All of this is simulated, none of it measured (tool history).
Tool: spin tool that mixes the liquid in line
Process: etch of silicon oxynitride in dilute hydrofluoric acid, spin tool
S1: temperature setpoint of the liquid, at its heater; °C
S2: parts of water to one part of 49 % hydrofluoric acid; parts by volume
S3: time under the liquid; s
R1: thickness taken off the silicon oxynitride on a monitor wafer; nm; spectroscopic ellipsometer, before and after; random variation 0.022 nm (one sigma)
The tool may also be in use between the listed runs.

run	hour	S1	S2	S3	R1
1	0	23	245	295	1.4487
2	3.3	23	200	295	1.7775
3	10.8	23	200	315	2.0071
4	16.2	25.5	200	315	2.2322
5	22.3	25.5	160	315	2.9447
6	30.8	24	200	310	2.1771
7	32.9	23	235	305	1.6279
8	40.8	22	260	305	1.3845
9	47.4	22	260	305	1.3691
10	51.4	22	260	305	1.3488

Forecast run 11:
11	55.1	21	275	305	?

Run 11 gave R1 1.1916 nm.
